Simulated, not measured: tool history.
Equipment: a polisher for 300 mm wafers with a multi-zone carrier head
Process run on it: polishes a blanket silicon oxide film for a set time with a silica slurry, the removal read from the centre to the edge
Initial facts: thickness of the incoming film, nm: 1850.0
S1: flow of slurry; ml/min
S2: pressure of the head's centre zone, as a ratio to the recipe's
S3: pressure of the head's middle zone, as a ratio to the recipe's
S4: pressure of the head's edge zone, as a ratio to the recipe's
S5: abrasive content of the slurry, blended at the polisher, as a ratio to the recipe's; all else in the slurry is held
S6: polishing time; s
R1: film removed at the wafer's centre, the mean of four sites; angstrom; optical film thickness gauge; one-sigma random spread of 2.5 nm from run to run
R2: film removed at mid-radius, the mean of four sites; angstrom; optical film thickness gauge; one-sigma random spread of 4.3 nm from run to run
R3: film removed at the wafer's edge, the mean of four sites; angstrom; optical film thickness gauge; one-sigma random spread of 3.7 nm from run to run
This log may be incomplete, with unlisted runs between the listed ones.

Run 1, hour 0.0: S1 145 ml/min, S2 1.00, S3 1.00, S4 1.00, S5 1.00, S6 78 s. Result: R1 2070.0 angstrom, R2 2261.9 angstrom, R3 2257.4 angstrom.
Run 2, hour 1.8: S1 145 ml/min, S2 1.00, S3 1.00, S4 1.07, S5 1.00, S6 78 s. Result: R1 2103.5 angstrom, R2 2288.3 angstrom, R3 2272.4 angstrom.
Run 3, hour 9.3: S1 175 ml/min, S2 1.00, S3 1.00, S4 1.07, S5 1.00, S6 78 s. Result: R1 2149.7 angstrom, R2 2345.8 angstrom, R3 2421.1 angstrom.
Run 4, hour 13.7: S1 185 ml/min, S2 1.02, S3 1.05, S4 1.08, S5 1.10, S6 78 s. Result: R1 2408.2 angstrom, R2 2603.6 angstrom, R3 2570.5 angstrom.
Run 5, hour 17.8: S1 185 ml/min, S2 1.02, S3 0.98, S4 1.08, S5 1.10, S6 78 s. Result: R1 2389.4 angstrom, R2 2492.2 angstrom, R3 2547.8 angstrom.
Run 6, hour 20.2: S1 195 ml/min, S2 1.02, S3 1.03, S4 1.09, S5 1.15, S6 78 s. Result: R1 2433.2 angstrom, R2 2702.2 angstrom, R3 2632.2 angstrom.
Run 7, hour 25.0: S1 200 ml/min, S2 1.02, S3 1.04, S4 1.11, S5 1.20, S6 78 s. Result: R1 2557.7 angstrom, R2 2698.1 angstrom, R3 2760.2 angstrom.
Run 8, hour 32.3: S1 205 ml/min, S2 1.01, S3 1.08, S4 1.10, S5 1.20, S6 78 s. Result: R1 2464.3 angstrom, R2 2826.7 angstrom, R3 2709.5 angstrom.
Run 9, hour 35.0: S1 210 ml/min, S2 1.02, S3 1.10, S4 1.11, S5 1.25, S6 78 s. Result: R1 2588.8 angstrom, R2 2917.9 angstrom, R3 2758.8 angstrom.

Run 10 comes next. What will it give?
Run 10, hour 35.9: S1 215 ml/min, S2 1.02, S3 1.11, S4 1.12, S5 1.30, S6 78 s. Result: R1 ?, R2 ?, R3 ?.

{"run 10": {"R1": 2630.1, "R2": 3005.2, "R3": 2858.4}}
